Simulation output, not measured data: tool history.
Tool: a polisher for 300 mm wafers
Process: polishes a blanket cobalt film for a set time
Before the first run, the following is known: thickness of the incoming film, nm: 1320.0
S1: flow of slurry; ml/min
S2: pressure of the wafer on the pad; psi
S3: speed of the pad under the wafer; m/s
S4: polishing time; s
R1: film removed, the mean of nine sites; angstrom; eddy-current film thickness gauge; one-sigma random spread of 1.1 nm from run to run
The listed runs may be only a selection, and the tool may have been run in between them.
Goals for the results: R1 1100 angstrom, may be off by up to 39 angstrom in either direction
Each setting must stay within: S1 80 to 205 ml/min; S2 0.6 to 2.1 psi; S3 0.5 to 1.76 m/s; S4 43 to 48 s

run  hour   S1   S2    S3  S4      R1
  1     0  135  1.3  1.12  48  1660.2
  2   6.8  135    1  1.12  48  1319.8
  3  11.9  135  1.3  1.12  48  1686.6
  4  12.4  135  1.1  1.12  48  1433.7
  5  17.1  130    1  1.12  48  1304.8
  6  18.4  125    1  1.12  48  1308.1
  7  23.5  125  0.9  1.12  48  1168.7
  8  30.7  120  0.9  1.12  48    1161
  9  37.5  115  0.9  1.12  48  1143.2

Which one of the following 4 next-run settings gets every result inside its allowed miss? There is exactly one.
  A  44.3   90  0.9  1.28  43   ?
  B  44.3  105    1  1.18  45   ?
  C  44.3  135  0.9  1.28  46   ?
  D  44.3  135  1.1  0.96  46   ?

move      R1
   A  1096.5
   B  1217.5
   C  1281.7
   D    1176
A: every result lands within tolerance
B: lands further from the targets than the last run did
C: lands further from the targets than the last run did
D: lands further from the targets than the last run did
Move A is the one to make.
